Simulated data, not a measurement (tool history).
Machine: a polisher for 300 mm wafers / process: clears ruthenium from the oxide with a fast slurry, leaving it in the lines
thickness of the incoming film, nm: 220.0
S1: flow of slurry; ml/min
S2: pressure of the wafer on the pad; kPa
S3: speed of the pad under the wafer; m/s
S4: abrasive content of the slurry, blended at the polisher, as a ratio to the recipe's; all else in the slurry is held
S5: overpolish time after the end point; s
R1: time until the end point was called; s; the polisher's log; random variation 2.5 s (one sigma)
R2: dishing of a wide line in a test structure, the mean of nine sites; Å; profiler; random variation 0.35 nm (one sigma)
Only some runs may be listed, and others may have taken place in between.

Run 1, hour 0.0: S1 165 ml/min, S2 15.2 kPa, S3 1.16 m/s, S4 1.0, S5 11 s. Result: R1 69.632 s, R2 290.49 Å.
Run 2, hour 7.1: S1 165 ml/min, S2 13.8 kPa, S3 1.14 m/s, S4 1.0, S5 12 s. Result: R1 75.196 s, R2 292.27 Å.
Run 3, hour 9.1: S1 165 ml/min, S2 10.3 kPa, S3 1.14 m/s, S4 1.0, S5 12 s. Result: R1 98.852 s, R2 232.85 Å.
Run 4, hour 9.8: S1 165 ml/min, S2 9.7 kPa, S3 1.12 m/s, S4 1.0, S5 12 s. Result: R1 109.450 s, R2 214.91 Å.
Run 5, hour 14.8: S1 165 ml/min, S2 9.0 kPa, S3 1.12 m/s, S4 1.0, S5 12 s. Result: R1 113.940 s, R2 203.97 Å.
Run 6, hour 22.8: S1 200 ml/min, S2 9.0 kPa, S3 1.12 m/s, S4 1.0, S5 12 s. Result: R1 113.740 s, R2 208.64 Å.

Run 7 is up next; what results do you expect?
Run 7, hour 29.3: S1 200 ml/min, S2 8.3 kPa, S3 1.12 m/s, S4 1.0, S5 12 s. Result: R1 ?, R2 ?.

R1: 119.020 s
R2: 199.91 Å
